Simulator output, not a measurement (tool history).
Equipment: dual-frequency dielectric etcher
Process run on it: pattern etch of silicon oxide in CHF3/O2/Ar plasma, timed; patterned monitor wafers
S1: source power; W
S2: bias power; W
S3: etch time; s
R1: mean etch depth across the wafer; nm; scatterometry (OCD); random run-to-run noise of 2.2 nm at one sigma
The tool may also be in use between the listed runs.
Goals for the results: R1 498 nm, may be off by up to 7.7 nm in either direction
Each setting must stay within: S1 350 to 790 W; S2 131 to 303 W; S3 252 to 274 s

run 1 day=0 | S1=570 S2=217 S3=274 | R1=554.3
run 2 day=0.367 | S1=520 S2=215 S3=274 | R1=531.89
run 3 day=0.621 | S1=490 S2=214 S3=274 | R1=522.7
run 4 day=0.846 | S1=490 S2=214 S3=252 | R1=477.12
run 5 day=1.054 | S1=490 S2=193 S3=252 | R1=459.02
run 6 day=1.308 | S1=490 S2=193 S3=252 | R1=462.1
run 7 day=1.396 | S1=520 S2=194 S3=252 | R1=470.01
run 8 day=1.633 | S1=520 S2=194 S3=252 | R1=473.34
run 9 day=1.996 | S1=540 S2=195 S3=252 | R1=480.2
run 10 day=2.171 | S1=550 S2=196 S3=252 | R1=489.03
run 11 day=2.304 | S1=560 S2=196 S3=252 | R1=489.42

Consider the 5 candidate settings below. Which is the only one whose results all fall within their allowed miss of target?
run A day=2.438 | S1=470 S2=181 S3=269 | R1=?
run B day=2.438 | S1=510 S2=186 S3=260 | R1=?
run C day=2.438 | S1=450 S2=194 S3=274 | R1=?
run D day=2.438 | S1=540 S2=198 S3=252 | R1=?
run E day=2.438 | S1=600 S2=193 S3=253 | R1=?

move=A R1=475.28
move=B R1=478.62
move=C R1=486.98
move=D R1=484.28
move=E R1=502.4
A: lands further from the targets than the last run did
B: lands further from the targets than the last run did
C: lands further from the targets than the last run did
D: lands further from the targets than the last run did
E: all results in spec
The move that meets every target is E.
